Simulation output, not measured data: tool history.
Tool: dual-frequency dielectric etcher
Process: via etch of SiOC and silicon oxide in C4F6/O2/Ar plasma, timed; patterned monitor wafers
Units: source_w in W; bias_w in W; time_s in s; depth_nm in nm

run  hour  source_w  bias_w  time_s  depth_nm
  1   0.0       460     129    38.5    39.415
  2   7.4       460     107    38.5    38.059
  3   9.1       460      86    38.5    36.593
  4  12.8       460      97    38.5    37.338
  5  16.6       540      97    38.5    39.683
  6  24.9       590      97    38.5    40.869
  7  27.0       520      93    38.5    38.775
  8  30.7       470      90    38.5    36.961

The next listed run, before its measurement:
  9  36.5       440      89    38.5         ?

{"run 9": {"depth_nm": 36.132}}
